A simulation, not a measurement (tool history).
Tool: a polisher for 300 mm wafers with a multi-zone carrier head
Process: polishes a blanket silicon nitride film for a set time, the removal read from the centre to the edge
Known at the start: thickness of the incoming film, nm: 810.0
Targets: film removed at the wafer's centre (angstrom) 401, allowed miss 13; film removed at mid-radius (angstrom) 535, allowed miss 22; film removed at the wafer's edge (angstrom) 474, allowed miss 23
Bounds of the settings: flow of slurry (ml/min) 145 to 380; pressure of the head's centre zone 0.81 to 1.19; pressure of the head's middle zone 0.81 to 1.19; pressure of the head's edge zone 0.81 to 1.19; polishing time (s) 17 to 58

run,hour,flow of slurry (ml/min),pressure of the head's centre zone,pressure of the head's middle zone,pressure of the head's edge zone,polishing time (s),film removed at the wafer's centre (angstrom),film removed at mid-radius (angstrom),film removed at the wafer's edge (angstrom)
1,0,245,1,1,1,37,646.47,669.63,669.07
2,5.3,245,1,1,1,43,762,747,796.83
3,14.2,245,1,0.92,1,43,772.13,719.26,805.84
4,15.4,220,1,0.92,1,43,760.08,706.46,797.2
5,19.9,220,1,0.96,1,43,756.63,734.46,789.48
6,25.8,215,0.96,0.97,0.98,40,668.6,699.92,719.73
# hour 30.1: worn pad replaced by a new one
7,30.1,210,0.93,0.97,0.97,37,651.3,664.38,717.42
8,33.8,205,0.92,1.02,0.98,33,572.15,633.47,636.88
9,34.7,205,0.9,1.05,0.98,30,503.39,585.8,586
10,37.8,200,0.84,1.15,0.88,24,380.06,509.58,437.78
11,41.8,200,0.84,1.15,0.9,24,378.51,504.01,443.28
12,47.3,200,0.85,1.16,0.91,24,376.76,512.09,445.02

4 next moves are on the table. One of them brings every result within its allowed miss. Which?
A,52.8,180,0.86,1.17,0.94,25,?,?,?
B,52.8,265,0.81,1.13,0.9,23,?,?,?
C,52.8,145,0.88,1.06,0.84,26,?,?,?
D,52.8,145,0.87,1.12,0.87,25,?,?,?

move,film removed at the wafer's centre (angstrom),film removed at mid-radius (angstrom),film removed at the wafer's edge (angstrom)
A,392.53,531.51,485.72
B,357.52,496.8,453.27
C,402.87,492.03,469.64
D,383.1,495.92,458.37
A: meets every target
B: further off than the last run
C: brings the result that was furthest off to its target, and leaves another outside
D: as far off as the last run
Answer: A
